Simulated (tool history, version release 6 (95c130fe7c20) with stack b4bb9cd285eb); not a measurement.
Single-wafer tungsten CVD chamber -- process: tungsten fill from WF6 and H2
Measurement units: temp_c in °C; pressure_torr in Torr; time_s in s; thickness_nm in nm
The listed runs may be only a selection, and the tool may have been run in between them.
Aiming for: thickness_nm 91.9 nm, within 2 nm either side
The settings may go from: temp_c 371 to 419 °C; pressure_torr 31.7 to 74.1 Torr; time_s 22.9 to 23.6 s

Run 1, hour 0: temp_c 395 °C, pressure_torr 52.9 Torr, time_s 22.9 s. Result: thickness_nm 83.047 nm.
Run 2, hour 3.3: temp_c 396 °C, pressure_torr 52.9 Torr, time_s 22.9 s. Result: thickness_nm 84.624 nm.
Run 3, hour 5.5: temp_c 396 °C, pressure_torr 52.9 Torr, time_s 22.9 s. Result: thickness_nm 84.42 nm.
Run 4, hour 12.3: temp_c 396 °C, pressure_torr 56.3 Torr, time_s 22.9 s. Result: thickness_nm 87.179 nm.
Run 5, hour 16.2: temp_c 387 °C, pressure_torr 56.3 Torr, time_s 22.9 s. Result: thickness_nm 74.729 nm.
Run 6, hour 17.4: temp_c 388 °C, pressure_torr 56.4 Torr, time_s 22.9 s. Result: thickness_nm 75.764 nm.
Run 7, hour 24.9: temp_c 389 °C, pressure_torr 56.5 Torr, time_s 22.9 s. Result: thickness_nm 77.751 nm.
Run 8, hour 31.4: temp_c 390 °C, pressure_torr 56.6 Torr, time_s 22.9 s. Result: thickness_nm 79.078 nm.
Run 9, hour 34.1: temp_c 391 °C, pressure_torr 56.7 Torr, time_s 22.9 s. Result: thickness_nm 79.908 nm.
Run 10, hour 42.8: temp_c 392 °C, pressure_torr 56.8 Torr, time_s 22.9 s. Result: thickness_nm 81.625 nm.
Run 11, hour 50.8: temp_c 393 °C, pressure_torr 56.8 Torr, time_s 22.9 s. Result: thickness_nm 83.108 nm.
Run 12, hour 56.5: temp_c 394 °C, pressure_torr 56.8 Torr, time_s 22.9 s. Result: thickness_nm 84.402 nm.

4 next moves are on the table. One of them brings every result within its allowed miss. Which?
Run A, hour 62.2: temp_c 399 °C, pressure_torr 58.9 Torr, time_s 23.6 s. Result: thickness_nm ?.
Run B, hour 62.2: temp_c 397 °C, pressure_torr 57.1 Torr, time_s 23.6 s. Result: thickness_nm ?.
Run C, hour 62.2: temp_c 394 °C, pressure_torr 44.7 Torr, time_s 22.9 s. Result: thickness_nm ?.
Run D, hour 62.2: temp_c 391 °C, pressure_torr 60.1 Torr, time_s 23.2 s. Result: thickness_nm ?.

move  thickness_nm
   A        95.935
   B        91.535
   C        75.462
   D        83.364
A: carries the result that was furthest off beyond its target, to the other side
B: all results in spec
C: its largest miss is bigger than the last run's
D: its largest miss is bigger than the last run's
Answer: B

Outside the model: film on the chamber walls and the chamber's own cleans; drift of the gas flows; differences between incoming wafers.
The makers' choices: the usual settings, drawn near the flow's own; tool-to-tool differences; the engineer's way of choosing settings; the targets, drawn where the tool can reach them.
